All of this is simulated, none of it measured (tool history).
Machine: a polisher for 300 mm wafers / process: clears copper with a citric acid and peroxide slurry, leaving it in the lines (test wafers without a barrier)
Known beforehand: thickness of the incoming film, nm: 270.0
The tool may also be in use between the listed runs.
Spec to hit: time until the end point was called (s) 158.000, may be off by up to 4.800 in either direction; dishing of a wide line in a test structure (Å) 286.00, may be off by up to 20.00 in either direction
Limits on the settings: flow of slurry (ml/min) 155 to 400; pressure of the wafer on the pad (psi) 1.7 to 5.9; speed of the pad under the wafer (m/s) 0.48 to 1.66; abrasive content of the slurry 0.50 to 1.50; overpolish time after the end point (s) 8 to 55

run,hour,flow of slurry (ml/min),pressure of the wafer on the pad (psi),speed of the pad under the wafer (m/s),abrasive content of the slurry,overpolish time after the end point (s),time until the end point was called (s),dishing of a wide line in a test structure (Å)
1,0.0,255,3.8,1.06,1.00,28,105.460,462.46
2,5.3,255,3.8,1.24,1.00,28,90.467,505.73
3,9.1,210,3.8,1.24,1.00,28,92.001,510.12
4,13.4,210,4.1,1.24,1.00,28,87.207,544.61
5,15.9,210,3.7,1.22,1.00,28,95.910,500.21
6,23.4,210,3.4,1.20,1.00,27,105.010,445.31
7,31.1,210,3.1,1.20,1.00,27,114.540,420.89
8,34.8,210,2.9,1.20,1.00,26,119.650,387.83
9,37.4,210,2.7,1.20,1.00,26,127.250,349.85
10,41.0,210,2.6,1.20,1.00,26,133.360,344.93
11,48.8,210,2.5,1.20,1.00,26,135.470,333.58
12,49.4,210,2.4,1.20,1.00,26,141.840,335.21
13,52.5,210,2.3,1.20,1.00,26,147.220,321.45

Which single option among these 5 for the next run brings every result within its allowed miss of target? Just one does.
A,55.6,320,2.0,1.20,1.20,30,?,?
B,55.6,220,2.5,1.10,0.85,24,?,?
C,55.6,225,2.2,1.32,0.95,25,?,?
D,55.6,250,2.5,1.24,0.90,32,?,?
E,55.6,205,2.8,1.04,1.10,25,?,?

move,time until the end point was called (s),dishing of a wide line in a test structure (Å)
A,151.890,340.62
B,157.210,275.90
C,141.430,311.45
D,135.940,396.81
E,139.240,318.44
A: further off than the last run
B: in spec on every target
C: further off than the last run
D: further off than the last run
E: further off than the last run
Answer: B
